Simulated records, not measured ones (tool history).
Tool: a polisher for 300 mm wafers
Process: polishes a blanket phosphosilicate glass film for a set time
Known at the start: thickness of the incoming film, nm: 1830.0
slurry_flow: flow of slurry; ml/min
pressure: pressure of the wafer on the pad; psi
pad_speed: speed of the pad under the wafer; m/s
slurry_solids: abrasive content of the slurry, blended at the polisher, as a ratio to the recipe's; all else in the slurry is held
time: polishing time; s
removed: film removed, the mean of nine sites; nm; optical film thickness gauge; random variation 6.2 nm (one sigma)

Run 1, hour 0: slurry_flow 245 ml/min, pressure 2.7 psi, pad_speed 1.2 m/s, slurry_solids 1, time 74 s. Result: removed 687.28 nm.
Run 2, hour 5: slurry_flow 305 ml/min, pressure 2.7 psi, pad_speed 1.2 m/s, slurry_solids 1, time 74 s. Result: removed 690.47 nm.
Run 3, hour 11.9: slurry_flow 350 ml/min, pressure 2.7 psi, pad_speed 1.2 m/s, slurry_solids 1, time 74 s. Result: removed 702.16 nm.
Run 4, hour 16.8: slurry_flow 350 ml/min, pressure 2.7 psi, pad_speed 1.2 m/s, slurry_solids 0.9, time 74 s. Result: removed 676.21 nm.
Run 5, hour 20.7: slurry_flow 350 ml/min, pressure 2.7 psi, pad_speed 1.2 m/s, slurry_solids 1.05, time 74 s. Result: removed 725.63 nm.
Run 6, hour 25.4: slurry_flow 350 ml/min, pressure 2.7 psi, pad_speed 1.5 m/s, slurry_solids 1.05, time 74 s. Result: removed 849.45 nm.

Forecast run 7:
Run 7, hour 26.6: slurry_flow 350 ml/min, pressure 2.7 psi, pad_speed 1.5 m/s, slurry_solids 1.05, time 74 s. Result: removed ?.

removed: 853.88 nm
